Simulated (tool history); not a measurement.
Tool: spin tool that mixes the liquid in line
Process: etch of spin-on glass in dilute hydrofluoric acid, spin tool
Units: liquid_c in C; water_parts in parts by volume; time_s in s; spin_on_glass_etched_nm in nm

| run | hour | liquid_c | water_parts | time_s | spin_on_glass_etched_nm |
|---|---|---|---|---|---|
| 1 | 0 | 22 | 170 | 120 | 27.674 |
| 2 | 4.9 | 22 | 205 | 120 | 21.943 |
| 3 | 6.2 | 22 | 205 | 130 | 23.705 |
| 4 | 8.3 | 23.5 | 205 | 130 | 25.321 |
| 5 | 17.2 | 22.5 | 205 | 130 | 24.314 |
| 6 | 25.9 | 19.5 | 205 | 130 | 21.612 |
| 7 | 27.4 | 21 | 205 | 130 | 22.967 |
| 8 | 34.8 | 22.5 | 205 | 130 | 24.101 |
| 9 | 36.7 | 24 | 205 | 130 | 25.586 |

Run 10 comes next. What will it give?
| 10 | 42.2 | 25 | 205 | 130 | ? |

{"run 10": {"spin_on_glass_etched_nm": 26.527}}

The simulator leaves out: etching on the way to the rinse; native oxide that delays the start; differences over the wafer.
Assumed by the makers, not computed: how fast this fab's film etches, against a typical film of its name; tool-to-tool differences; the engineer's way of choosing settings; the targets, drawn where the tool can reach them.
